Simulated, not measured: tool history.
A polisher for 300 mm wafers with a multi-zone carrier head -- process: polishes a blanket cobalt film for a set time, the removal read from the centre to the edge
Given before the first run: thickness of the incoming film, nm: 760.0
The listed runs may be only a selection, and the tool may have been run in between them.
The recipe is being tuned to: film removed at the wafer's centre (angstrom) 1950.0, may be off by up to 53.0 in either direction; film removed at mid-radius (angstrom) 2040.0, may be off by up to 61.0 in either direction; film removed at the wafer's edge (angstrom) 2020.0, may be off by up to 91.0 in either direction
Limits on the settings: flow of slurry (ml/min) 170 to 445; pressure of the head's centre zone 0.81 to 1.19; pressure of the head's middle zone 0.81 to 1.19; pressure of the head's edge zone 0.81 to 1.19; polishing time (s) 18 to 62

run    day  flow of slurry (ml/min)  pressure of the head's centre zone  pressure of the head's middle zone  pressure of the head's edge zone  polishing time (s)  film removed at the wafer's centre (angstrom)  film removed at mid-radius (angstrom)  film removed at the wafer's edge (angstrom)
  1  0.000                      285                                1.00                                1.00                              1.00                  40                                         1360.9                                 1341.1                                       1369.0
  2  0.200                      285                                1.04                                1.00                              1.00                  40                                         1388.1                                 1329.1                                       1331.9
  3  0.554                      285                                1.04                                1.07                              1.00                  40                                         1368.2                                 1395.5                                       1359.1
  4  0.646                      295                                1.05                                1.09                              1.03                  43                                         1518.9                                 1534.5                                       1535.9
  5  0.988                      295                                1.05                                1.09                              1.03                  49                                         1697.7                                 1734.6                                       1668.7
  6  1.312                      330                                1.05                                1.09                              1.03                  49                                         1739.1                                 1747.2                                       1696.9
  7  1.354                      330                                1.06                                1.11                              1.05                  50                                         1808.1                                 1817.6                                       1726.8
  8  1.596                      315                                1.06                                1.12                              1.08                  51                                         1835.3                                 1828.6                                       1850.0
  9  1.700                      325                                1.06                                1.14                              1.09                  52                                         1868.0                                 1903.2                                       1847.9
 10  1.892                      325                                1.06                                1.15                              1.11                  53                                         1899.4                                 1951.5                                       1927.8
 11  2.179                      325                                1.06                                1.16                              1.12                  53                                         1898.8                                 1951.4                                       1927.9
 12  2.212                      325                                1.06                                1.17                              1.13                  53                                         1894.6                                 1953.1                                       1940.2
 13  2.421                      325                                1.06                                1.18                              1.13                  53                                         1934.9                                 1989.0                                       1905.0
 14  2.517                      325                                1.05                                1.18                              1.14                  53                                         1888.7                                 1951.9                                       1932.8

Pick the move, out of 4, that brings all results within their allowed miss; only one does.
  A  2.612                      295                                0.92                                1.19                              1.04                  57                                              ?                                      ?                                            ?
  B  2.612                      255                                1.09                                1.04                              1.13                  53                                              ?                                      ?                                            ?
  C  2.612                      405                                1.04                                1.18                              1.14                  54                                              ?                                      ?                                            ?
  D  2.612                      330                                1.08                                1.11                              1.19                  52                                              ?                                      ?                                            ?

move  film removed at the wafer's centre (angstrom)  film removed at mid-radius (angstrom)  film removed at the wafer's edge (angstrom)
   A                                         1834.4                                 2110.7                                       1947.0
   B                                         1916.4                                 1797.7                                       1870.1
   C                                         1964.5                                 2039.3                                       1969.5
   D                                         1915.6                                 1869.2                                       1917.5
A: carries the result that was furthest off beyond its target, to the other side
B: its largest miss is bigger than the last run's
C: all results in spec
D: its largest miss is bigger than the last run's
The move that meets every target is C.
